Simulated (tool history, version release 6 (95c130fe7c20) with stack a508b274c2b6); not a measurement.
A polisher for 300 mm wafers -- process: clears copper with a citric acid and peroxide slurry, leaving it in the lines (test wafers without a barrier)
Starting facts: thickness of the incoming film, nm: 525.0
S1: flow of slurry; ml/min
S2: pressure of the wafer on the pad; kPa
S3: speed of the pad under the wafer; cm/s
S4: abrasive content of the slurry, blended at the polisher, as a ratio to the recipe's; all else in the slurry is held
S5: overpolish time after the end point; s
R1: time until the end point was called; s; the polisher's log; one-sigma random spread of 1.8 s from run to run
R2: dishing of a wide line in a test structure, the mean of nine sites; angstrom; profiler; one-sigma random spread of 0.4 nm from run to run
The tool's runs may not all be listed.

| run | hour | S1 | S2 | S3 | S4 | S5 | R1 | R2 |
|---|---|---|---|---|---|---|---|---|
| 1 | 0.0 | 165 | 28.3 | 112 | 1.0 | 8 | 139.45 | 219.49 |
| 2 | 5.0 | 155 | 29.0 | 112 | 1.0 | 9 | 135.04 | 251.53 |
| 3 | 12.6 | 155 | 29.0 | 112 | 1.0 | 10 | 136.01 | 277.82 |
| 4 | 18.0 | 155 | 29.0 | 112 | 1.0 | 8 | 134.31 | 218.90 |
| 5 | 24.8 | 165 | 29.0 | 112 | 1.0 | 9 | 133.69 | 254.44 |
| 6 | 29.5 | 165 | 29.0 | 112 | 1.0 | 7 | 130.28 | 203.18 |

Predict the results of run 7:
| 7 | 37.7 | 135 | 31.0 | 112 | 1.0 | 11 | ? | ? |

{"run 7": {"R1": 129.25, "R2": 313.99}}

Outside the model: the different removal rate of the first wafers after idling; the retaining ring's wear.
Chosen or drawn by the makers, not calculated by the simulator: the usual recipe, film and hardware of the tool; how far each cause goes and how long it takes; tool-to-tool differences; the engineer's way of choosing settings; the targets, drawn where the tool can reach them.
